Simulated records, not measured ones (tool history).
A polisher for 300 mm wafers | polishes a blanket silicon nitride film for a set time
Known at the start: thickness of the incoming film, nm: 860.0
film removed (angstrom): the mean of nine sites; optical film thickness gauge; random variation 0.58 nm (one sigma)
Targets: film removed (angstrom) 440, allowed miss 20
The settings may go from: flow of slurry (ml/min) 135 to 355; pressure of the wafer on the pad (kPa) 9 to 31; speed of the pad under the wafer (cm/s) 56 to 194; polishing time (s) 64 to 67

run  hour  flow of slurry (ml/min)  pressure of the wafer on the pad (kPa)  speed of the pad under the wafer (cm/s)  polishing time (s)  film removed (angstrom)
  1     0                      225                                      20                                      124                  64                   937.08
  2   1.4                      225                                    17.2                                      116                  64                   787.94
  3     6                      225                                    15.2                                      108                  64                   664.02
  4   7.8                      225                                    13.8                                      104                  64                   593.46
  5   8.6                      225                                    16.5                                      104                  64                   686.97
  6  16.4                      225                                    16.5                                      104                  64                   719.45
  7  22.4                      225                                    15.2                                      102                  64                   630.82
  8  29.1                      225                                    13.8                                      102                  64                   587.51
  9  36.7                      225                                    12.4                                      102                  64                   527.83
 10  43.3                      225                                    11.7                                      102                  64                   504.31
 11  49.2                      225                                      11                                      102                  64                    492.6

5 next moves are on the table. One of them brings every result within its allowed miss. Which?
  A  55.1                      235                                    12.4                                      108                  67                        ?
  B  55.1                      210                                      11                                      106                  67                        ?
  C  55.1                      185                                    11.7                                      104                  64                        ?
  D  55.1                      225                                      11                                       98                  65                        ?
  E  55.1                      210                                    10.3                                       92                  67                        ?

move  film removed (angstrom)
   A                   580.67
   B                   508.66
   C                    501.4
   D                    472.6
   E                    438.2
A: further off than the last run
B: further off than the last run
C: further off than the last run
D: nearer than the last run, and not there yet
E: meets every target
The right move is E.
